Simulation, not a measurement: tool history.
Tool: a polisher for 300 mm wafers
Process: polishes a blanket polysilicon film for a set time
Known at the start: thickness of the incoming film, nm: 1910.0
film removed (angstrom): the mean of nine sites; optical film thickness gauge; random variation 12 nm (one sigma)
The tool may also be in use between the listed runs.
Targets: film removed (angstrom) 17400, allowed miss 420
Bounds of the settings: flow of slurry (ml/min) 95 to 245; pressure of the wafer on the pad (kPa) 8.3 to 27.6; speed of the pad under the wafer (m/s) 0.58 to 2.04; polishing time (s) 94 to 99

run	hour	flow of slurry (ml/min)	pressure of the wafer on the pad (kPa)	speed of the pad under the wafer (m/s)	polishing time (s)	film removed (angstrom)
1	0.0	155	17.9	1.30	94	10911
2	6.3	195	17.9	1.30	94	11360
3	11.4	195	20.7	1.30	94	13062
4	19.8	200	22.1	1.30	94	13806
5	21.8	200	22.1	1.14	94	12520
6	30.7	200	22.1	1.14	99	13169
7	38.0	205	23.4	1.14	99	14276
8	39.9	210	24.8	1.14	99	14844
9	41.8	215	25.5	1.16	99	15464
10	45.4	215	26.2	1.18	99	16292

4 next moves are on the table. One of them brings every result within its allowed miss. Which?
A	49.0	245	27.6	1.12	96	?
B	49.0	205	24.8	1.20	99	?
C	49.0	220	25.5	1.32	99	?
D	49.0	245	23.4	1.38	96	?

move	film removed (angstrom)
A	16311
B	15611
C	17386
D	16265
A: as far off as the last run
B: further off than the last run
C: meets every target
D: as far off as the last run
Move C is the one to make.

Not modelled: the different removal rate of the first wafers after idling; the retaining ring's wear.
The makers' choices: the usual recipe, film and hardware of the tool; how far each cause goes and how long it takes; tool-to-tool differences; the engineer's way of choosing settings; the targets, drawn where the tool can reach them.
